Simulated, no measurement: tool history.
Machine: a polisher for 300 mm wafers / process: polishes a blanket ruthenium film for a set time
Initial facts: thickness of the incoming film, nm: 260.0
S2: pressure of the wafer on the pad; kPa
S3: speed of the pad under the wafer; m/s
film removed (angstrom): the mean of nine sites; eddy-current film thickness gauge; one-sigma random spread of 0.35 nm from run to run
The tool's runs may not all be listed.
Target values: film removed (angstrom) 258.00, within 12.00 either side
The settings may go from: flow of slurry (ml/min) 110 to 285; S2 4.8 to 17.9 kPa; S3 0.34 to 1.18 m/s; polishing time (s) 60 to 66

run 1 hour=0.0 | flow_of_slurry_(ml/min)=180 S2=11.0 S3=0.76 polishing_time_(s)=66 | film_removed_(angstrom)=425.36
run 2 hour=1.9 | flow_of_slurry_(ml/min)=180 S2=12.4 S3=0.76 polishing_time_(s)=66 | film_removed_(angstrom)=478.10
run 3 hour=9.7 | flow_of_slurry_(ml/min)=180 S2=10.3 S3=0.74 polishing_time_(s)=66 | film_removed_(angstrom)=393.83
run 4 hour=13.1 | flow_of_slurry_(ml/min)=180 S2=9.0 S3=0.74 polishing_time_(s)=66 | film_removed_(angstrom)=341.46
run 5 hour=16.3 | flow_of_slurry_(ml/min)=180 S2=8.3 S3=0.74 polishing_time_(s)=66 | film_removed_(angstrom)=327.40
run 6 hour=22.4 | flow_of_slurry_(ml/min)=180 S2=8.3 S3=0.92 polishing_time_(s)=66 | film_removed_(angstrom)=398.18
run 7 hour=27.6 | flow_of_slurry_(ml/min)=180 S2=6.9 S3=0.88 polishing_time_(s)=66 | film_removed_(angstrom)=327.03
run 8 hour=32.0 | flow_of_slurry_(ml/min)=180 S2=6.9 S3=0.88 polishing_time_(s)=66 | film_removed_(angstrom)=325.57
run 9 hour=38.8 | flow_of_slurry_(ml/min)=180 S2=6.2 S3=0.88 polishing_time_(s)=66 | film_removed_(angstrom)=301.97

5 next moves are on the table. One of them brings every result within its allowed miss. Which?
run A hour=45.6 | flow_of_slurry_(ml/min)=165 S2=6.2 S3=0.84 polishing_time_(s)=66 | film_removed_(angstrom)=?
run B hour=45.6 | flow_of_slurry_(ml/min)=185 S2=9.0 S3=0.82 polishing_time_(s)=66 | film_removed_(angstrom)=?
run C hour=45.6 | flow_of_slurry_(ml/min)=195 S2=6.2 S3=0.86 polishing_time_(s)=64 | film_removed_(angstrom)=?
run D hour=45.6 | flow_of_slurry_(ml/min)=205 S2=4.8 S3=1.00 polishing_time_(s)=66 | film_removed_(angstrom)=?
run E hour=45.6 | flow_of_slurry_(ml/min)=150 S2=7.6 S3=0.74 polishing_time_(s)=60 | film_removed_(angstrom)=?

move=A film_removed_(angstrom)=283.94
move=B film_removed_(angstrom)=392.15
move=C film_removed_(angstrom)=291.55
move=D film_removed_(angstrom)=284.70
move=E film_removed_(angstrom)=265.52
A: closes in on the targets versus the last run, not all within tolerance yet
B: lands further from the targets than the last run did
C: closes in on the targets versus the last run, not all within tolerance yet
D: closes in on the targets versus the last run, not all within tolerance yet
E: every result lands within tolerance
The right move is E.
